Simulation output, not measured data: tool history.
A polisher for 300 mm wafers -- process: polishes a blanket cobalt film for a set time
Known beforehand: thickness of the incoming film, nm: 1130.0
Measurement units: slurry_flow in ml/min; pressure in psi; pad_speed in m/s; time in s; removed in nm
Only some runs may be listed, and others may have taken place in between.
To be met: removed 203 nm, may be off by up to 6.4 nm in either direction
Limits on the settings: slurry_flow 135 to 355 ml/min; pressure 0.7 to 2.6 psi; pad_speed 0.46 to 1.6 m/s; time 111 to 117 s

| run | day | slurry_flow | pressure | pad_speed | time | removed |
|---|---|---|---|---|---|---|
| 1 | 0 | 225 | 1.6 | 1.02 | 111 | 460.64 |
| 2 | 0.317 | 220 | 1.3 | 0.94 | 111 | 348.71 |
| 3 | 0.667 | 215 | 1.1 | 0.9 | 111 | 283.43 |
| 4 | 0.758 | 215 | 1.1 | 0.9 | 111 | 285.16 |
| 5 | 1.038 | 210 | 1 | 0.88 | 111 | 254.61 |
| 6 | 1.133 | 245 | 1 | 0.88 | 111 | 256.6 |
| 7 | 1.158 | 245 | 0.9 | 0.88 | 111 | 227.99 |
| 8 | 1.383 | 255 | 0.9 | 0.88 | 111 | 234.83 |

Of the 5 settings listed for the next run, only one would bring every result within its allowed miss of target. Which one?
| A | 1.608 | 260 | 0.9 | 0.92 | 116 | ? |
| B | 1.608 | 300 | 1.2 | 0.7 | 111 | ? |
| C | 1.608 | 205 | 1.1 | 0.86 | 117 | ? |
| D | 1.608 | 265 | 1 | 0.84 | 115 | ? |
| E | 1.608 | 280 | 0.9 | 0.76 | 111 | ? |

| move | removed |
|---|---|
| A | 254.14 |
| B | 251.52 |
| C | 282.44 |
| D | 256.16 |
| E | 205.05 |
A: further off than the last run
B: further off than the last run
C: further off than the last run
D: further off than the last run
E: every result lands within tolerance
The right move is E.
